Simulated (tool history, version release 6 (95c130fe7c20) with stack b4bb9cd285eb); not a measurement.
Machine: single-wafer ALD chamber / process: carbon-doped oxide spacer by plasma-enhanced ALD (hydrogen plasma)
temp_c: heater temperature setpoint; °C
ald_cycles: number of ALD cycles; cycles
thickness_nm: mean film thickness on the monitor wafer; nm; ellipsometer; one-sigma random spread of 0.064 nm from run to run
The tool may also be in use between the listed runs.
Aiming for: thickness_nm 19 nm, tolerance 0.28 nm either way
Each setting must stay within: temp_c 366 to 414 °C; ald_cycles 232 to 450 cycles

run 1 day=0 | temp_c=390 ald_cycles=341 | thickness_nm=16.786
run 2 day=0.058 | temp_c=390 ald_cycles=347 | thickness_nm=17.044
run 3 day=0.121 | temp_c=390 ald_cycles=352 | thickness_nm=17.29
run 4 day=0.433 | temp_c=382 ald_cycles=352 | thickness_nm=17.37
run 5 day=0.675 | temp_c=373 ald_cycles=352 | thickness_nm=17.245
run 6 day=1.071 | temp_c=373 ald_cycles=304 | thickness_nm=14.886
run 7 day=1.35 | temp_c=373 ald_cycles=315 | thickness_nm=15.554
run 8 day=1.508 | temp_c=373 ald_cycles=369 | thickness_nm=18.055
run 9 day=1.621 | temp_c=373 ald_cycles=369 | thickness_nm=18.096
run 10 day=1.833 | temp_c=373 ald_cycles=371 | thickness_nm=18.104
-- day=2.004 thermocouple changed; heater temperature recalibrated
run 11 day=2.004 | temp_c=373 ald_cycles=373 | thickness_nm=18.313
run 12 day=2.183 | temp_c=373 ald_cycles=375 | thickness_nm=18.439

Pick the move, out of 5, that brings all results within their allowed miss; only one does.
run A day=2.362 | temp_c=366 ald_cycles=378 | thickness_nm=?
run B day=2.362 | temp_c=382 ald_cycles=360 | thickness_nm=?
run C day=2.362 | temp_c=381 ald_cycles=362 | thickness_nm=?
run D day=2.362 | temp_c=373 ald_cycles=385 | thickness_nm=?
run E day=2.362 | temp_c=374 ald_cycles=372 | thickness_nm=?

move=A thickness_nm=18.46
move=B thickness_nm=17.581
move=C thickness_nm=17.678
move=D thickness_nm=18.802
move=E thickness_nm=18.167
A: just as far off the targets as the last run
B: the biggest miss grows against the last run
C: the biggest miss grows against the last run
D: all results in spec
E: the biggest miss grows against the last run
Move D is the one to make.
